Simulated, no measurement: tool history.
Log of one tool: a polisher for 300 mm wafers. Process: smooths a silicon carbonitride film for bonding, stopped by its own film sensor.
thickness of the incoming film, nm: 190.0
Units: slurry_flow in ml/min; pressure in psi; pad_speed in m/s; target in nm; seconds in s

run 1 hour=0.0 | slurry_flow=285 pressure=1.6 pad_speed=0.86 slurry_solids=1.00 target=162 | seconds=133.16
run 2 hour=5.7 | slurry_flow=285 pressure=1.6 pad_speed=0.86 slurry_solids=1.00 target=162 | seconds=134.29
run 3 hour=13.7 | slurry_flow=285 pressure=1.6 pad_speed=0.86 slurry_solids=1.15 target=162 | seconds=123.46
run 4 hour=18.6 | slurry_flow=250 pressure=1.6 pad_speed=0.86 slurry_solids=1.15 target=162 | seconds=128.64
run 5 hour=24.4 | slurry_flow=250 pressure=1.6 pad_speed=0.66 slurry_solids=1.15 target=162 | seconds=152.44
run 6 hour=25.9 | slurry_flow=255 pressure=1.9 pad_speed=0.68 slurry_solids=1.15 target=162 | seconds=130.00

Forecast run 7:
run 7 hour=31.3 | slurry_flow=260 pressure=2.1 pad_speed=0.70 slurry_solids=1.15 target=162 | seconds=?

Logged for run 7: seconds 113.28 s.
